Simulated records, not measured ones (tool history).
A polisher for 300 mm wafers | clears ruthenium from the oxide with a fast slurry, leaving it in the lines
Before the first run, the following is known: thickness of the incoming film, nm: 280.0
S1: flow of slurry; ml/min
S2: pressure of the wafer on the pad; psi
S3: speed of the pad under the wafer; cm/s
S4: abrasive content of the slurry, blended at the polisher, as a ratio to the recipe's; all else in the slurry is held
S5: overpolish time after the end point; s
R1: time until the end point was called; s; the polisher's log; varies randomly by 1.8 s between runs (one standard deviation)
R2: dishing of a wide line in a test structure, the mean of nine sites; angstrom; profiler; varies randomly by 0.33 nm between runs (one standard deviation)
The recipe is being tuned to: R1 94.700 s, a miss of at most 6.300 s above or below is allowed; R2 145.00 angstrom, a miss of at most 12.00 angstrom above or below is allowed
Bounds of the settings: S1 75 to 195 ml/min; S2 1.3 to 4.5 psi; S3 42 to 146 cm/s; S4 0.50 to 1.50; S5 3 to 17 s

Run 1, day 0.000: S1 125 ml/min, S2 2.9 psi, S3 94 cm/s, S4 1.00, S5 9 s. Result: R1 67.999 s, R2 286.11 angstrom.
Run 2, day 0.154: S1 125 ml/min, S2 2.7 psi, S3 94 cm/s, S4 1.00, S5 8 s. Result: R1 76.900 s, R2 235.90 angstrom.
Run 3, day 0.367: S1 125 ml/min, S2 3.0 psi, S3 94 cm/s, S4 1.00, S5 8 s. Result: R1 67.440 s, R2 251.52 angstrom.
Run 4, day 0.592: S1 125 ml/min, S2 2.9 psi, S3 92 cm/s, S4 1.00, S5 7 s. Result: R1 70.988 s, R2 219.91 angstrom.
Run 5, day 0.908: S1 125 ml/min, S2 2.8 psi, S3 92 cm/s, S4 1.00, S5 7 s. Result: R1 72.075 s, R2 214.29 angstrom.
Run 6, day 1.067: S1 125 ml/min, S2 2.7 psi, S3 92 cm/s, S4 1.00, S5 7 s. Result: R1 76.791 s, R2 207.86 angstrom.
Run 7, day 1.438: S1 125 ml/min, S2 2.6 psi, S3 92 cm/s, S4 1.00, S5 7 s. Result: R1 80.630 s, R2 197.24 angstrom.
Run 8, day 1.671: S1 125 ml/min, S2 2.5 psi, S3 92 cm/s, S4 1.00, S5 7 s. Result: R1 81.346 s, R2 184.70 angstrom.
Run 9, day 1.900: S1 125 ml/min, S2 2.4 psi, S3 92 cm/s, S4 1.00, S5 7 s. Result: R1 83.742 s, R2 183.33 angstrom.
Run 10, day 2.200: S1 125 ml/min, S2 2.3 psi, S3 92 cm/s, S4 1.00, S5 7 s. Result: R1 89.405 s, R2 176.30 angstrom.

Which of these 5 next moves meets every target?
Run A, day 2.500: S1 125 ml/min, S2 2.5 psi, S3 66 cm/s, S4 1.05, S5 8 s. Result: R1 ?, R2 ?.
Run B, day 2.500: S1 120 ml/min, S2 1.6 psi, S3 102 cm/s, S4 1.15, S5 7 s. Result: R1 ?, R2 ?.
Run C, day 2.500: S1 135 ml/min, S2 2.4 psi, S3 94 cm/s, S4 0.85, S5 9 s. Result: R1 ?, R2 ?.
Run D, day 2.500: S1 110 ml/min, S2 2.4 psi, S3 80 cm/s, S4 1.20, S5 6 s. Result: R1 ?, R2 ?.
Run E, day 2.500: S1 95 ml/min, S2 2.0 psi, S3 94 cm/s, S4 1.00, S5 8 s. Result: R1 ?, R2 ?.

move       R1      R2
   A  110.340  162.56
   B  109.080  145.16
   C   88.170  221.85
   D   93.641  144.96
   E  106.580  167.85
A: just as far off the targets as the last run
B: meets the target for the result that was furthest off, but another lies outside its allowed miss
C: further off than the last run
D: every result lands within tolerance
E: nearer than the last run, and not there yet
So the answer is move D, the one that meets all the targets.

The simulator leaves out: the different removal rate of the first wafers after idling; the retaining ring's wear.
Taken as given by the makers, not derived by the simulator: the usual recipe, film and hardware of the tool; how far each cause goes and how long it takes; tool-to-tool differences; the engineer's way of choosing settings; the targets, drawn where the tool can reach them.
